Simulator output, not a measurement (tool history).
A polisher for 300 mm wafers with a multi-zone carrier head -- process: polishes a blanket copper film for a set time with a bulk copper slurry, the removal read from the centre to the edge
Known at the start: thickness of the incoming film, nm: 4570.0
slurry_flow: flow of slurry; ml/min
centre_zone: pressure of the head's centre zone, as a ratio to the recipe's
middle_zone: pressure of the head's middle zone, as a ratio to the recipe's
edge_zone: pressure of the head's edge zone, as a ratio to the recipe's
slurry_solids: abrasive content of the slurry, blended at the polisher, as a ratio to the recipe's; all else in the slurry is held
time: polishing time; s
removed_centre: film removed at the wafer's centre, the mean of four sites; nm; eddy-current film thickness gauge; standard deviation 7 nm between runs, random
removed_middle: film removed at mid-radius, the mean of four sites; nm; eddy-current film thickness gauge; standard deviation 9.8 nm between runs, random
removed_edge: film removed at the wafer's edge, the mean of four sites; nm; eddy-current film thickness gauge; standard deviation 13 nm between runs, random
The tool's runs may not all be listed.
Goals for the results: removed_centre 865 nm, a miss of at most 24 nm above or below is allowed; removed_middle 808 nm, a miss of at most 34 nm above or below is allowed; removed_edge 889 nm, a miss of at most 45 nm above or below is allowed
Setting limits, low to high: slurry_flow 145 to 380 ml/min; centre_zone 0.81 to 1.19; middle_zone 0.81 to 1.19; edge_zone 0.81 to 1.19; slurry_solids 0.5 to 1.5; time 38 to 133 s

Run 1, hour 0: slurry_flow 245 ml/min, centre_zone 1, middle_zone 1, edge_zone 1, slurry_solids 1, time 85 s. Result: removed_centre 678.42 nm, removed_middle 705.62 nm, removed_edge 691.64 nm.
Run 2, hour 2.6: slurry_flow 250 ml/min, centre_zone 1.01, middle_zone 0.99, edge_zone 1.03, slurry_solids 1.1, time 86 s. Result: removed_centre 695 nm, removed_middle 710.09 nm, removed_edge 742.63 nm.
Run 3, hour 4.2: slurry_flow 290 ml/min, centre_zone 1.01, middle_zone 0.99, edge_zone 1.03, slurry_solids 1.1, time 86 s. Result: removed_centre 719.07 nm, removed_middle 714.1 nm, removed_edge 737.3 nm.
Run 4, hour 5: slurry_flow 290 ml/min, centre_zone 1.01, middle_zone 0.99, edge_zone 1.03, slurry_solids 0.9, time 86 s. Result: removed_centre 685.76 nm, removed_middle 682.27 nm, removed_edge 709.48 nm.
Run 5, hour 6.4: slurry_flow 285 ml/min, centre_zone 1.03, middle_zone 1, edge_zone 1.05, slurry_solids 1, time 87 s. Result: removed_centre 716.15 nm, removed_middle 717.47 nm, removed_edge 733.16 nm.
Run 6, hour 7.9: slurry_flow 285 ml/min, centre_zone 1.04, middle_zone 1, edge_zone 1.06, slurry_solids 1.1, time 88 s. Result: removed_centre 745.04 nm, removed_middle 725.07 nm, removed_edge 754.61 nm.
Run 7, hour 10.4: slurry_flow 285 ml/min, centre_zone 1.04, middle_zone 1, edge_zone 1.07, slurry_solids 1.15, time 89 s. Result: removed_centre 760.13 nm, removed_middle 755.96 nm, removed_edge 785.14 nm.
Run 8, hour 12.7: slurry_flow 285 ml/min, centre_zone 1.05, middle_zone 1, edge_zone 1.08, slurry_solids 1.2, time 89 s. Result: removed_centre 786.39 nm, removed_middle 765.53 nm, removed_edge 795.04 nm.
Run 9, hour 14.5: slurry_flow 285 ml/min, centre_zone 1.05, middle_zone 1, edge_zone 1.09, slurry_solids 1.25, time 89 s. Result: removed_centre 791.91 nm, removed_middle 756.84 nm, removed_edge 803.94 nm.
Run 10, hour 23.2: slurry_flow 285 ml/min, centre_zone 1.05, middle_zone 1, edge_zone 1.1, slurry_solids 1.3, time 89 s. Result: removed_centre 787.1 nm, removed_middle 767.29 nm, removed_edge 828.87 nm.
Run 11, hour 25.5: slurry_flow 285 ml/min, centre_zone 1.05, middle_zone 1, edge_zone 1.1, slurry_solids 1.3, time 89 s. Result: removed_centre 788.1 nm, removed_middle 755.85 nm, removed_edge 810.32 nm.
Run 12, hour 30: slurry_flow 285 ml/min, centre_zone 1.05, middle_zone 1, edge_zone 1.1, slurry_solids 1.3, time 89 s. Result: removed_centre 793.4 nm, removed_middle 762.95 nm, removed_edge 821.82 nm.
Run 13, hour 34.2: slurry_flow 285 ml/min, centre_zone 1.06, middle_zone 1, edge_zone 1.11, slurry_solids 1.35, time 89 s. Result: removed_centre 800.37 nm, removed_middle 777.42 nm, removed_edge 797.76 nm.
Run 14, hour 41.6: slurry_flow 290 ml/min, centre_zone 1.06, middle_zone 0.99, edge_zone 1.12, slurry_solids 1.35, time 90 s. Result: removed_centre 819.02 nm, removed_middle 761.83 nm, removed_edge 858.85 nm.

Of the 5 settings listed for the next run, only one would bring every result within its allowed miss of target. Which one?
Run A, hour 49: slurry_flow 270 ml/min, centre_zone 1.1, middle_zone 0.92, edge_zone 1.16, slurry_solids 1.5, time 90 s. Result: removed_centre ?, removed_middle ?, removed_edge ?.
Run B, hour 49: slurry_flow 335 ml/min, centre_zone 1, middle_zone 1.06, edge_zone 1.14, slurry_solids 1.3, time 88 s. Result: removed_centre ?, removed_middle ?, removed_edge ?.
Run C, hour 49: slurry_flow 315 ml/min, centre_zone 0.98, middle_zone 1.02, edge_zone 1.15, slurry_solids 1.4, time 103 s. Result: removed_centre ?, removed_middle ?, removed_edge ?.
Run D, hour 49: slurry_flow 235 ml/min, centre_zone 0.98, middle_zone 0.96, edge_zone 1.09, slurry_solids 1.3, time 95 s. Result: removed_centre ?, removed_middle ?, removed_edge ?.
Run E, hour 49: slurry_flow 380 ml/min, centre_zone 1.07, middle_zone 0.97, edge_zone 1.16, slurry_solids 1.35, time 93 s. Result: removed_centre ?, removed_middle ?, removed_edge ?.

move  removed_centre  removed_middle  removed_edge
   A          861.79           729.5        877.63
   B          754.33          774.65        831.83
   C          875.21          893.23        991.49
   D          776.19          761.27        862.61
   E          867.78          781.44        900.87
A: the worst result of the last run now meets its target, but another is out of spec
B: lands further from the targets than the last run did
C: the worst result of the last run now meets its target, but another is out of spec
D: lands further from the targets than the last run did
E: meets every target
Move E is the one to make.

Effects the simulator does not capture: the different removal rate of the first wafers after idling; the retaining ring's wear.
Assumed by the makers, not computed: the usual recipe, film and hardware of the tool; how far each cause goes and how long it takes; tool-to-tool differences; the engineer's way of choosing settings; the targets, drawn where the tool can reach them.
